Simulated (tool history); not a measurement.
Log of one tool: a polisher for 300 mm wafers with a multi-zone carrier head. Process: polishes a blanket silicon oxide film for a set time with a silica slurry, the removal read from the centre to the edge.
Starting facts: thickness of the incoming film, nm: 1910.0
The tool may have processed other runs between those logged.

run  hour  flow of slurry (ml/min)  pressure of the head's centre zone  pressure of the head's middle zone  pressure of the head's edge zone  abrasive content of the slurry  polishing time (s)  film removed at the wafer's centre (angstrom)  film removed at mid-radius (angstrom)  film removed at the wafer's edge (angstrom)
  1     0                      215                                   1                                   1                                 1                               1                  65                                         1900.8                                 1786.1                                       1919.8
  2   4.5                      215                                   1                                   1                                 1                               1                  55                                         1625.3                                 1494.3                                       1592.9
  3   8.1                      220                                1.02                                1.01                              1.01                            1.05                  56                                         1717.6                                 1596.7                                       1671.6
  4  15.4                      250                                1.02                                1.01                              1.01                            1.05                  56                                         1722.6                                 1659.1                                       1705.4
  5  17.8                      240                                1.04                                1.01                              1.01                             1.1                  57                                         1870.7                                 1696.8                                       1791.1
  6  23.5                      240                                1.05                                1.02                              1.01                            1.15                  57                                         1910.6                                 1763.2                                       1786.1
  7  28.2                      240                                1.06                                1.02                              1.02                             1.2                  58                                         1968.7                                 1790.9                                       1833.9
  8  35.7                      245                                1.07                                1.02                              1.02                            1.25                  59                                           2084                                 1881.5                                       1938.9
  9  36.7                      250                                1.08                                1.02                              1.02                             1.3                  60                                         2182.9                                 1933.5                                       2004.2

Expected results for the next run?
 10  40.1                      255                                1.09                                1.02                              1.02                            1.35                  61                                              ?                                      ?                                            ?

{"run 10": {"film removed at the wafer's centre (angstrom)": 2291.1, "film removed at mid-radius (angstrom)": 2064.9, "film removed at the wafer's edge (angstrom)": 2095.6}}

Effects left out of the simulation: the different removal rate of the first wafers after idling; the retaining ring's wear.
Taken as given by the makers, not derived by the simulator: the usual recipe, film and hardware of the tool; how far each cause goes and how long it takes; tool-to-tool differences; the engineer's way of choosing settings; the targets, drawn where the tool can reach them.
